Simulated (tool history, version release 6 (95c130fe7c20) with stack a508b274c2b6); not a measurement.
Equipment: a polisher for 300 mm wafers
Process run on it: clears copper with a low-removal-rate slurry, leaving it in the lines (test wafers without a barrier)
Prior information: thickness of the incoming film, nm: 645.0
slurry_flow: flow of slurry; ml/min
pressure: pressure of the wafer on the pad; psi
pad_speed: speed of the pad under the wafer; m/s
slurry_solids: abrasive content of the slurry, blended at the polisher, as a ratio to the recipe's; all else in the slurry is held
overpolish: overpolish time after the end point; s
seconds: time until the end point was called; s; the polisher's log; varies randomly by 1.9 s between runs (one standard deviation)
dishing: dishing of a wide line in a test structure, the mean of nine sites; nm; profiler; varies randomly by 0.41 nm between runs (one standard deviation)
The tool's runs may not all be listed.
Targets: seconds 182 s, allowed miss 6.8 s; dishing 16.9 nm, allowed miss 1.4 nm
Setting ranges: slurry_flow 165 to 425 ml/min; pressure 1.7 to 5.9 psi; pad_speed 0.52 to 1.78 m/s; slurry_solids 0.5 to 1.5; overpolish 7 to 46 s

{"run": 1, "hour": 0.0, "slurry_flow": 275, "pressure": 3.8, "pad_speed": 1.14, "slurry_solids": 1, "overpolish": 24, "seconds": 122.78, "dishing": 62.14}
{"run": 2, "hour": 8.3, "slurry_flow": 275, "pressure": 3.4, "pad_speed": 1.16, "slurry_solids": 1, "overpolish": 20, "seconds": 139.9, "dishing": 49.529}
{"run": 3, "hour": 15.3, "slurry_flow": 235, "pressure": 3.4, "pad_speed": 1.16, "slurry_solids": 1, "overpolish": 20, "seconds": 139.13, "dishing": 51.983}
{"run": 4, "hour": 16.3, "slurry_flow": 185, "pressure": 3.4, "pad_speed": 1.16, "slurry_solids": 1, "overpolish": 20, "seconds": 142.36, "dishing": 50.136}
{"run": 5, "hour": 20.3, "slurry_flow": 225, "pressure": 3, "pad_speed": 1.18, "slurry_solids": 1, "overpolish": 17, "seconds": 155.54, "dishing": 41.254}
{"run": 6, "hour": 27.2, "slurry_flow": 265, "pressure": 2.7, "pad_speed": 1.22, "slurry_solids": 0.95, "overpolish": 15, "seconds": 164.76, "dishing": 36.503}
{"run": 7, "hour": 31.1, "slurry_flow": 300, "pressure": 2.5, "pad_speed": 1.28, "slurry_solids": 0.85, "overpolish": 13, "seconds": 171.43, "dishing": 29.936}
{"run": 8, "hour": 34.9, "slurry_flow": 375, "pressure": 1.9, "pad_speed": 1.52, "slurry_solids": 0.6, "overpolish": 7, "seconds": 199.61, "dishing": 15.697}
{"run": 9, "hour": 38.9, "slurry_flow": 370, "pressure": 2.3, "pad_speed": 1.56, "slurry_solids": 0.55, "overpolish": 7, "seconds": 165.63, "dishing": 17.857}
{"hour": 42.1, "done": "slurry nozzle cleaned"}
{"run": 10, "hour": 42.1, "slurry_flow": 370, "pressure": 2.2, "pad_speed": 1.56, "slurry_solids": 0.55, "overpolish": 7, "seconds": 169.08, "dishing": 17.659}
{"run": 11, "hour": 46.6, "slurry_flow": 370, "pressure": 1.9, "pad_speed": 1.56, "slurry_solids": 0.55, "overpolish": 8, "seconds": 192.94, "dishing": 17.858}
{"run": 12, "hour": 55.2, "slurry_flow": 375, "pressure": 1.9, "pad_speed": 1.56, "slurry_solids": 0.55, "overpolish": 8, "seconds": 192.56, "dishing": 18.231}

Exactly one of the 5 candidate moves below puts every result within its allowed miss. Which one?
{"run": "A", "hour": 63.8, "slurry_flow": 320, "pressure": 1.9, "pad_speed": 1.46, "slurry_solids": 0.55, "overpolish": 10, "seconds": "?", "dishing": "?"}
{"run": "B", "hour": 63.8, "slurry_flow": 365, "pressure": 2.1, "pad_speed": 1.54, "slurry_solids": 0.6, "overpolish": 9, "seconds": "?", "dishing": "?"}
{"run": "C", "hour": 63.8, "slurry_flow": 390, "pressure": 1.7, "pad_speed": 1.6, "slurry_solids": 0.55, "overpolish": 11, "seconds": "?", "dishing": "?"}
{"run": "D", "hour": 63.8, "slurry_flow": 400, "pressure": 1.9, "pad_speed": 1.46, "slurry_solids": 0.65, "overpolish": 8, "seconds": "?", "dishing": "?"}
{"run": "E", "hour": 63.8, "slurry_flow": 390, "pressure": 2.5, "pad_speed": 1.26, "slurry_solids": 0.5, "overpolish": 7, "seconds": "?", "dishing": "?"}

move=A seconds=205.51 dishing=20.074
move=B seconds=175.96 dishing=21.081
move=C seconds=206.67 dishing=21.546
move=D seconds=197.73 dishing=17.06
move=E seconds=183.35 dishing=16.378
A: lands further from the targets than the last run did
B: gets the furthest-off result to its target, but another result is out of tolerance
C: lands further from the targets than the last run did
D: lands further from the targets than the last run did
E: meets every target
So the answer is move E, the one that meets all the targets.

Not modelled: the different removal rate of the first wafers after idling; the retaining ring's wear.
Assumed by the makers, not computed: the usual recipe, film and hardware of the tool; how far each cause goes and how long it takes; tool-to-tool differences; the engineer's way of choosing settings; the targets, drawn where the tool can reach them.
